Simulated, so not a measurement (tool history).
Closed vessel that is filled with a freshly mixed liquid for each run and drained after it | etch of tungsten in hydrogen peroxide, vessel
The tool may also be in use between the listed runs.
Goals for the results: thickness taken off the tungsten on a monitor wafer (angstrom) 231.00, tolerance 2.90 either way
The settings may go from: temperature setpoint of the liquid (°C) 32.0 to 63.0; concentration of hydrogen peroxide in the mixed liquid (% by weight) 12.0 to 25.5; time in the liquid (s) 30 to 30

| run | hour | temperature setpoint of the liquid (°C) | concentration of hydrogen peroxide in the mixed liquid (% by weight) | time in the liquid (s) | thickness taken off the tungsten on a monitor wafer (angstrom) |
|---|---|---|---|---|---|
| 1 | 0.0 | 47.0 | 17.5 | 30 | 272.80 |
| 2 | 8.3 | 47.0 | 17.5 | 30 | 271.95 |
| 3 | 13.7 | 47.0 | 19.0 | 30 | 283.39 |
| 4 | 21.1 | 46.5 | 19.0 | 30 | 276.49 |
| 5 | 24.4 | 46.5 | 16.5 | 30 | 258.41 |
| 6 | 29.9 | 46.0 | 16.5 | 30 | 249.36 |
| 7 | 33.7 | 45.5 | 16.5 | 30 | 242.84 |
|  | 37.2 | new drum of peroxide connected |
| 8 | 37.2 | 45.0 | 16.5 | 30 | 243.69 |

Which one of the following 5 next-run settings gets every result inside its allowed miss? There is exactly one.
| A | 40.7 | 43.5 | 19.0 | 30 | ? |
| B | 40.7 | 44.0 | 20.0 | 30 | ? |
| C | 40.7 | 43.0 | 19.0 | 30 | ? |
| D | 40.7 | 47.5 | 13.0 | 30 | ? |
| E | 40.7 | 47.0 | 15.0 | 30 | ? |

| move | thickness taken off the tungsten on a monitor wafer (angstrom) |
|---|---|
| A | 237.86 |
| B | 251.91 |
| C | 230.39 |
| D | 252.99 |
| E | 263.44 |
A: nearer the targets than the last run, but a result is still out of spec
B: lands further from the targets than the last run did
C: in spec on every target
D: lands further from the targets than the last run did
E: lands further from the targets than the last run did
Go with C: it meets all targets.
